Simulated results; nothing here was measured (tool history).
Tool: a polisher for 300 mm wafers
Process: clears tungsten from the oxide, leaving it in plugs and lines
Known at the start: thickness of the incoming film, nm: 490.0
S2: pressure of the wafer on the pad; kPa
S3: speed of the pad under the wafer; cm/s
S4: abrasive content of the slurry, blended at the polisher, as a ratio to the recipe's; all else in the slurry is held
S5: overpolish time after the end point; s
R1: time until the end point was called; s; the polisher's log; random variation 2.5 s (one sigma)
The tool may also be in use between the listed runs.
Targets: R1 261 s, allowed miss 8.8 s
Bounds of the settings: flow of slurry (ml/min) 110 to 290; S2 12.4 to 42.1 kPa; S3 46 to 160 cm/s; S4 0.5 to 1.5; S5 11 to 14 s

run 1 hour=0 | flow_of_slurry_(ml/min)=185 S2=26.9 S3=102 S4=1 S5=14 | R1=127.84
run 2 hour=6.5 | flow_of_slurry_(ml/min)=185 S2=26.9 S3=102 S4=0.95 S5=14 | R1=129.38
run 3 hour=8.1 | flow_of_slurry_(ml/min)=185 S2=26.9 S3=92 S4=0.95 S5=14 | R1=142.62
run 4 hour=8.9 | flow_of_slurry_(ml/min)=150 S2=26.9 S3=92 S4=0.95 S5=14 | R1=147.81
run 5 hour=15.8 | flow_of_slurry_(ml/min)=135 S2=26.9 S3=92 S4=0.95 S5=14 | R1=146.96
run 6 hour=17.3 | flow_of_slurry_(ml/min)=135 S2=24.1 S3=92 S4=0.95 S5=14 | R1=158.27
run 7 hour=23.5 | flow_of_slurry_(ml/min)=130 S2=16.5 S3=76 S4=0.95 S5=14 | R1=234.32
run 8 hour=27.2 | flow_of_slurry_(ml/min)=130 S2=15.9 S3=76 S4=0.95 S5=14 | R1=239
run 9 hour=29.4 | flow_of_slurry_(ml/min)=130 S2=15.2 S3=76 S4=0.95 S5=14 | R1=241.08
run 10 hour=36.3 | flow_of_slurry_(ml/min)=130 S2=15.2 S3=76 S4=0.95 S5=14 | R1=240.96
-- hour=37.8 slurry nozzle cleaned
run 11 hour=37.8 | flow_of_slurry_(ml/min)=130 S2=14.5 S3=76 S4=0.95 S5=14 | R1=240.68
run 12 hour=44.7 | flow_of_slurry_(ml/min)=130 S2=13.8 S3=76 S4=0.95 S5=14 | R1=241.21

Which of these 4 next moves meets every target?
run A hour=51.6 | flow_of_slurry_(ml/min)=115 S2=17.2 S3=58 S4=1.2 S5=14 | R1=?
run B hour=51.6 | flow_of_slurry_(ml/min)=115 S2=14.5 S3=78 S4=0.9 S5=14 | R1=?
run C hour=51.6 | flow_of_slurry_(ml/min)=140 S2=15.9 S3=74 S4=0.9 S5=14 | R1=?
run D hour=51.6 | flow_of_slurry_(ml/min)=120 S2=24.1 S3=62 S4=0.7 S5=11 | R1=?

move=A R1=259.35
move=B R1=232.88
move=C R1=230.55
move=D R1=237.44
A: meets every target
B: further off than the last run
C: further off than the last run
D: further off than the last run
Answer: A
